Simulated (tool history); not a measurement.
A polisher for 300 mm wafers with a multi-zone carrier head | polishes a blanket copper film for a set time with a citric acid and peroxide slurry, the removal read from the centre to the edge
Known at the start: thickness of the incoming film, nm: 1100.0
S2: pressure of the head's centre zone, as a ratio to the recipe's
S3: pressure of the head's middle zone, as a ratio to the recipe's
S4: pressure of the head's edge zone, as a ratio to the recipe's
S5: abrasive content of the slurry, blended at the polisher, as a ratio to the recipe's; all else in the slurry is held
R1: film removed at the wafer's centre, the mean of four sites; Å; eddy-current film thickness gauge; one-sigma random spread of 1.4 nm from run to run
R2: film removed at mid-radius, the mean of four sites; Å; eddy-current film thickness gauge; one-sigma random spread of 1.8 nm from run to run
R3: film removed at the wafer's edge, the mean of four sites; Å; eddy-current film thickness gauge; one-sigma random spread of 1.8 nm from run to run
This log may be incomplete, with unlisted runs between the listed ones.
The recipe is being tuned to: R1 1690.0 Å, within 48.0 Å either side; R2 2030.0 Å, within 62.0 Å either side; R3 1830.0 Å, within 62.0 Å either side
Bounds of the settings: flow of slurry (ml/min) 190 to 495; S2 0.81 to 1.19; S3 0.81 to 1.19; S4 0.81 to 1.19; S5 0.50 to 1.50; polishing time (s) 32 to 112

Run 1, hour 0.0: flow of slurry (ml/min) 320, S2 1.00, S3 1.00, S4 1.00, S5 1.00, polishing time (s) 72. Result: R1 1188.2 Å, R2 1240.8 Å, R3 1205.3 Å.
Run 2, hour 2.8: flow of slurry (ml/min) 320, S2 1.00, S3 1.02, S4 1.02, S5 1.05, polishing time (s) 74. Result: R1 1230.0 Å, R2 1295.4 Å, R3 1246.2 Å.
Run 3, hour 8.2: flow of slurry (ml/min) 320, S2 0.95, S3 1.02, S4 1.02, S5 1.05, polishing time (s) 74. Result: R1 1192.5 Å, R2 1309.8 Å, R3 1253.4 Å.
Run 4, hour 10.5: flow of slurry (ml/min) 320, S2 0.95, S3 1.03, S4 1.03, S5 1.10, polishing time (s) 76. Result: R1 1219.8 Å, R2 1340.5 Å, R3 1322.7 Å.
Run 5, hour 15.2: flow of slurry (ml/min) 325, S2 0.95, S3 1.05, S4 1.02, S5 1.15, polishing time (s) 78. Result: R1 1268.7 Å, R2 1419.7 Å, R3 1362.4 Å.
Run 6, hour 15.8: flow of slurry (ml/min) 325, S2 0.95, S3 1.08, S4 1.02, S5 1.15, polishing time (s) 78. Result: R1 1264.6 Å, R2 1460.6 Å, R3 1337.8 Å.
Run 7, hour 18.8: flow of slurry (ml/min) 330, S2 0.95, S3 1.09, S4 1.03, S5 1.20, polishing time (s) 80. Result: R1 1316.2 Å, R2 1517.2 Å, R3 1370.5 Å.
Run 8, hour 25.4: flow of slurry (ml/min) 325, S2 0.94, S3 1.09, S4 1.03, S5 1.25, polishing time (s) 82. Result: R1 1343.4 Å, R2 1569.7 Å, R3 1451.8 Å.
Run 9, hour 29.1: flow of slurry (ml/min) 325, S2 0.94, S3 1.10, S4 1.04, S5 1.30, polishing time (s) 84. Result: R1 1381.6 Å, R2 1646.0 Å, R3 1500.8 Å.
Run 10, hour 33.7: flow of slurry (ml/min) 325, S2 0.95, S3 1.10, S4 1.05, S5 1.35, polishing time (s) 85. Result: R1 1407.8 Å, R2 1641.9 Å, R3 1534.2 Å.
Run 11, hour 40.4: flow of slurry (ml/min) 330, S2 0.95, S3 1.11, S4 1.06, S5 1.35, polishing time (s) 86. Result: R1 1423.3 Å, R2 1688.4 Å, R3 1551.0 Å.
Run 12, hour 47.5: flow of slurry (ml/min) 330, S2 0.95, S3 1.11, S4 1.06, S5 1.35, polishing time (s) 87. Result: R1 1439.6 Å, R2 1714.4 Å, R3 1567.9 Å.
Run 13, hour 50.6: flow of slurry (ml/min) 365, S2 1.01, S3 1.19, S4 1.16, S5 1.50, polishing time (s) 92. Result: R1 1678.7 Å, R2 1988.3 Å, R3 1733.2 Å.

Next run, 5 choices. One meets every target within its allowed miss, the rest don't. Which?
Run A, hour 53.7: flow of slurry (ml/min) 305, S2 0.98, S3 1.18, S4 1.19, S5 0.90, polishing time (s) 105. Result: R1 ?, R2 ?, R3 ?.
Run B, hour 53.7: flow of slurry (ml/min) 395, S2 1.00, S3 1.06, S4 1.19, S5 1.45, polishing time (s) 96. Result: R1 ?, R2 ?, R3 ?.
Run C, hour 53.7: flow of slurry (ml/min) 305, S2 0.96, S3 1.01, S4 1.19, S5 1.50, polishing time (s) 99. Result: R1 ?, R2 ?, R3 ?.
Run D, hour 53.7: flow of slurry (ml/min) 450, S2 1.00, S3 1.15, S4 1.17, S5 1.50, polishing time (s) 91. Result: R1 ?, R2 ?, R3 ?.
Run E, hour 53.7: flow of slurry (ml/min) 355, S2 0.93, S3 1.18, S4 1.19, S5 1.25, polishing time (s) 98. Result: R1 ?, R2 ?, R3 ?.

move      R1      R2      R3
   A  1669.8  2032.9  1838.0
   B  1720.2  1869.4  1848.7
   C  1679.2  1829.5  1893.7
   D  1656.1  1927.1  1762.2
   E  1579.0  2024.7  1825.6
A: every result lands within tolerance
B: meets the target for the result that was furthest off, but another lies outside its allowed miss
C: takes the result that was furthest off past its target
D: misses by more than the last run did
E: meets the target for the result that was furthest off, but another lies outside its allowed miss
So the answer is move A, the one that meets all the targets.
